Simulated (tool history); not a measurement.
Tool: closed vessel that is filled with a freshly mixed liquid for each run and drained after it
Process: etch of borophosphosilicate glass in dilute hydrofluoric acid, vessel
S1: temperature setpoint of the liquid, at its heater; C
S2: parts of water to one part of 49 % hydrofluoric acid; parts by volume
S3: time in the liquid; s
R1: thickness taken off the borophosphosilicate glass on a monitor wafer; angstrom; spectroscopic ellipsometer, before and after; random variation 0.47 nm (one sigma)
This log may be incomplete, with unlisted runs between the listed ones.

Run 1, hour 0: S1 25 C, S2 155 parts by volume, S3 90 s. Result: R1 540.84 angstrom.
Run 2, hour 6.5: S1 27.5 C, S2 155 parts by volume, S3 90 s. Result: R1 588.2 angstrom.
Run 3, hour 15.8: S1 29 C, S2 140 parts by volume, S3 90 s. Result: R1 703.79 angstrom.
Run 4, hour 20.7: S1 30 C, S2 130 parts by volume, S3 90 s. Result: R1 796.58 angstrom.
Run 5, hour 27: S1 31 C, S2 125 parts by volume, S3 90 s. Result: R1 867.74 angstrom.
Run 6, hour 30.5: S1 31.5 C, S2 120 parts by volume, S3 90 s. Result: R1 923.17 angstrom.

Run 7 is up next; what results do you expect?
Run 7, hour 37.9: S1 31.5 C, S2 120 parts by volume, S3 90 s. Result: R1 ?.

{"run 7": {"R1": 923.35}}
